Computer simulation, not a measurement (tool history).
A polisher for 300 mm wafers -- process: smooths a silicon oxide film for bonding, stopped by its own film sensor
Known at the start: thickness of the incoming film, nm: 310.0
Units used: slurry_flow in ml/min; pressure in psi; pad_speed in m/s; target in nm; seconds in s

run	hour	slurry_flow	pressure	pad_speed	slurry_solids	target	seconds
1	0.0	175	2.2	1.04	1.0	244	68.914
2	8.6	215	2.2	1.04	1.0	244	68.812
3	12.6	235	2.2	1.04	1.0	244	66.857
4	19.1	235	2.4	1.04	1.0	244	61.843
5	24.7	235	2.9	1.04	1.0	244	51.954
6	27.5	235	2.9	1.04	1.0	244	52.928
7	35.8	235	2.9	1.04	1.0	244	54.076

Forecast run 8:
8	44.7	235	3.0	1.04	1.0	244	?

seconds: 51.894 s
